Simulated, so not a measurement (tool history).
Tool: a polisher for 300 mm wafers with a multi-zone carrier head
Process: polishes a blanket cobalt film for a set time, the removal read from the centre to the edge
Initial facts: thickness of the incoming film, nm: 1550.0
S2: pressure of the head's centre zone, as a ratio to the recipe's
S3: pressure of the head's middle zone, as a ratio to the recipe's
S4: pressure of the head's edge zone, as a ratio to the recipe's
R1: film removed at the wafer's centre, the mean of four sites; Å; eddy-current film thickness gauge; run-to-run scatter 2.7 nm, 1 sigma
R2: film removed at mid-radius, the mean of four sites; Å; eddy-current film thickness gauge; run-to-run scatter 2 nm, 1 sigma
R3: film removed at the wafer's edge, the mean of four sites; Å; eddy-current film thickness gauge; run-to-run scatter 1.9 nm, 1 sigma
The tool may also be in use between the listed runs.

run 1 day=0 | flow_of_slurry_(ml/min)=265 S2=1 S3=1 S4=1 polishing_time_(s)=50 | R1=1438.4 R2=1408.1 R3=1449.7
run 2 day=0.225 | flow_of_slurry_(ml/min)=270 S2=1.01 S3=1.01 S4=1.02 polishing_time_(s)=52 | R1=1513.4 R2=1501.6 R3=1512.1
run 3 day=0.562 | flow_of_slurry_(ml/min)=270 S2=1.02 S3=1.01 S4=1.03 polishing_time_(s)=54 | R1=1598.6 R2=1552.2 R3=1571.5
run 4 day=0.583 | flow_of_slurry_(ml/min)=270 S2=1.05 S3=1.01 S4=1.03 polishing_time_(s)=54 | R1=1639.6 R2=1540 R3=1558
run 5 day=0.817 | flow_of_slurry_(ml/min)=225 S2=1.05 S3=1.01 S4=1.03 polishing_time_(s)=54 | R1=1620.3 R2=1516.9 R3=1555.5
run 6 day=1.025 | flow_of_slurry_(ml/min)=225 S2=1.05 S3=1.01 S4=1.04 polishing_time_(s)=56 | R1=1651.2 R2=1589.4 R3=1624.2

What does the tool deliver on the next run?
run 7 day=1.212 | flow_of_slurry_(ml/min)=225 S2=1.06 S3=1.01 S4=1.05 polishing_time_(s)=58 | R1=? R2=? R3=?

Run 7 gave R1 1749.2 Å, R2 1630.1 Å, R3 1735.7 Å.
